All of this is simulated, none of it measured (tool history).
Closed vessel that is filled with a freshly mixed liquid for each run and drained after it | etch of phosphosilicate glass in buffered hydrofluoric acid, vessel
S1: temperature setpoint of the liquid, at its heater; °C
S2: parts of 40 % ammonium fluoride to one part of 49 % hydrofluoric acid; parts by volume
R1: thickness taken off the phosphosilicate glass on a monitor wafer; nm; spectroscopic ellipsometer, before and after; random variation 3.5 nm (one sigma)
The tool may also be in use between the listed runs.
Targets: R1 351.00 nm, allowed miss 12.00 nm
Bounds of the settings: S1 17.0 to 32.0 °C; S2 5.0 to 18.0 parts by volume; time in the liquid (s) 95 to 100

Run 1, day 0.000: S1 24.0 °C, S2 11.0 parts by volume, time in the liquid (s) 95. Result: R1 503.15 nm.
Run 2, day 0.196: S1 22.5 °C, S2 11.0 parts by volume, time in the liquid (s) 95. Result: R1 473.87 nm.
Run 3, day 0.379: S1 22.0 °C, S2 11.0 parts by volume, time in the liquid (s) 95. Result: R1 454.09 nm.
Run 4, day 0.596: S1 20.0 °C, S2 11.0 parts by volume, time in the liquid (s) 95. Result: R1 409.24 nm.
Run 5, day 0.704: S1 20.0 °C, S2 8.0 parts by volume, time in the liquid (s) 95. Result: R1 536.23 nm.
Run 6, day 0.996: S1 20.0 °C, S2 8.0 parts by volume, time in the liquid (s) 100. Result: R1 574.03 nm.
Run 7, day 1.350: S1 19.5 °C, S2 8.5 parts by volume, time in the liquid (s) 100. Result: R1 519.19 nm.
Run 8, day 1.588: S1 19.0 °C, S2 9.0 parts by volume, time in the liquid (s) 100. Result: R1 475.56 nm.

Which of these 5 next moves meets every target?
Run A, day 1.825: S1 17.5 °C, S2 10.0 parts by volume, time in the liquid (s) 95. Result: R1 ?.
Run B, day 1.825: S1 18.5 °C, S2 10.5 parts by volume, time in the liquid (s) 95. Result: R1 ?.
Run C, day 1.825: S1 20.0 °C, S2 11.5 parts by volume, time in the liquid (s) 95. Result: R1 ?.
Run D, day 1.825: S1 18.0 °C, S2 10.5 parts by volume, time in the liquid (s) 95. Result: R1 ?.
Run E, day 1.825: S1 19.0 °C, S2 12.0 parts by volume, time in the liquid (s) 95. Result: R1 ?.

move      R1
   A  388.19
   B  391.78
   C  390.08
   D  380.84
   E  353.74
A: nearer than the last run, and not there yet
B: nearer than the last run, and not there yet
C: nearer than the last run, and not there yet
D: nearer than the last run, and not there yet
E: meets every target
Move E is the one to make.
